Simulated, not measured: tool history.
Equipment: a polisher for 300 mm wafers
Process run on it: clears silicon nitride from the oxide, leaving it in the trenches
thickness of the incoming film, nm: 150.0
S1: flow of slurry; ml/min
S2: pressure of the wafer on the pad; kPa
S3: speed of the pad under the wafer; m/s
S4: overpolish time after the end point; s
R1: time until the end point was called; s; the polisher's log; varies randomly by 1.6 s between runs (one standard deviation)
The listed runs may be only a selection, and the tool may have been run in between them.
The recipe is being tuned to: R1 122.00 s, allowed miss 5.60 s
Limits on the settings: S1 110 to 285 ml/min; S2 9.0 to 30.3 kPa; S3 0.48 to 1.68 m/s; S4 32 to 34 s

run  hour   S1    S2    S3  S4      R1
  1   0.0  180  19.3  1.08  32  167.54
  2   2.6  180  20.7  1.08  32  158.02
  3   4.6  180  22.1  1.08  32  150.51
  4   6.0  180  23.4  1.08  32  143.51
  5  14.4  180  25.5  1.08  32  132.46
     15.0  -- worn pad replaced by a new one
  6  15.0  180  22.1  1.08  32  136.09
  7  17.3  180  22.8  1.08  32  133.48
  8  18.6  180  23.4  1.08  32  129.85

Next run, 5 choices. One meets every target within its allowed miss, the rest don't. Which?
  A  19.9  210  25.5  1.06  34   ?
  B  19.9  185  23.4  1.02  32   ?
  C  19.9  200  21.4  1.06  34   ?
  D  19.9  195  24.1  0.92  32   ?
  E  19.9  205  24.8  0.92  33   ?

move      R1
   A  121.38
   B  136.78
   C  141.59
   D  146.02
   E  141.89
A: all results in spec
B: moves away from the targets compared with the last run
C: moves away from the targets compared with the last run
D: moves away from the targets compared with the last run
E: moves away from the targets compared with the last run
The right move is A.

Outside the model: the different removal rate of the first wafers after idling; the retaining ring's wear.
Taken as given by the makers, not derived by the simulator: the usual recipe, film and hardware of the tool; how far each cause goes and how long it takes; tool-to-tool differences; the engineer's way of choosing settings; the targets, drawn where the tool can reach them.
